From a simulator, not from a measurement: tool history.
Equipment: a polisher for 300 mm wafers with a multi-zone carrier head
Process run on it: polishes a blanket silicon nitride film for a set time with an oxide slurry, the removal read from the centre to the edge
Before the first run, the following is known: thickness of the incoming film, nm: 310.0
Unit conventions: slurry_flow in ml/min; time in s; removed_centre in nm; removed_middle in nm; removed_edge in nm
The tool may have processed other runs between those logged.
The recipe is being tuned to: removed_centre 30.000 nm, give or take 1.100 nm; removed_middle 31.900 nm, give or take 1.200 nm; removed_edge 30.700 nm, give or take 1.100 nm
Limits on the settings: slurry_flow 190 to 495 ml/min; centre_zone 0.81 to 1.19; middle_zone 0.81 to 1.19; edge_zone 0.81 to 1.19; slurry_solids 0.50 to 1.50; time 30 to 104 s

| run | hour | slurry_flow | centre_zone | middle_zone | edge_zone | slurry_solids | time | removed_centre | removed_middle | removed_edge |
|---|---|---|---|---|---|---|---|---|---|---|
| 1 | 0.0 | 320 | 1.00 | 1.00 | 1.00 | 1.00 | 67 | 48.748 | 51.045 | 50.515 |
| 2 | 6.0 | 245 | 1.00 | 1.00 | 1.00 | 1.00 | 67 | 46.121 | 50.648 | 48.487 |
| 3 | 11.8 | 245 | 1.00 | 1.00 | 0.97 | 1.00 | 67 | 46.678 | 49.548 | 47.848 |
| 4 | 13.0 | 245 | 1.00 | 1.00 | 0.97 | 1.00 | 74 | 52.087 | 55.172 | 53.070 |
| 5 | 16.5 | 245 | 1.06 | 1.00 | 0.97 | 1.00 | 74 | 55.744 | 54.792 | 53.959 |
| 6 | 21.1 | 245 | 1.06 | 1.00 | 0.97 | 1.15 | 74 | 58.025 | 57.936 | 56.214 |
| 7 | 29.5 | 235 | 1.02 | 0.99 | 0.94 | 0.95 | 68 | 46.930 | 49.046 | 47.354 |
| 8 | 33.1 | 230 | 1.02 | 0.99 | 0.92 | 0.80 | 63 | 40.973 | 41.045 | 40.379 |
|  | 41.8 | centre zone pressure recalibrated |
| 9 | 41.8 | 245 | 0.92 | 1.04 | 0.86 | 0.55 | 55 | 28.983 | 32.484 | 28.768 |

Which one of the following 5 next-run settings gets every result inside its allowed miss? There is exactly one.
| A | 50.5 | 220 | 1.01 | 0.99 | 0.96 | 0.50 | 55 | ? | ? | ? |
| B | 50.5 | 300 | 1.07 | 1.10 | 0.81 | 0.75 | 43 | ? | ? | ? |
| C | 50.5 | 275 | 0.89 | 0.93 | 0.85 | 0.55 | 58 | ? | ? | ? |
| D | 50.5 | 245 | 0.93 | 0.97 | 0.81 | 0.55 | 55 | ? | ? | ? |
| E | 50.5 | 415 | 1.07 | 1.04 | 0.83 | 0.50 | 53 | ? | ? | ? |

| move | removed_centre | removed_middle | removed_edge |
|---|---|---|---|
| A | 29.896 | 29.981 | 28.992 |
| B | 30.842 | 31.715 | 25.731 |
| C | 29.852 | 32.246 | 30.830 |
| D | 29.158 | 31.222 | 28.313 |
| E | 32.809 | 32.113 | 27.448 |
A: moves toward the targets from the last run without getting all of them in spec
B: lands further from the targets than the last run did
C: all results land within tolerance of their targets
D: lands further from the targets than the last run did
E: lands further from the targets than the last run did
Go with C: it meets all targets.
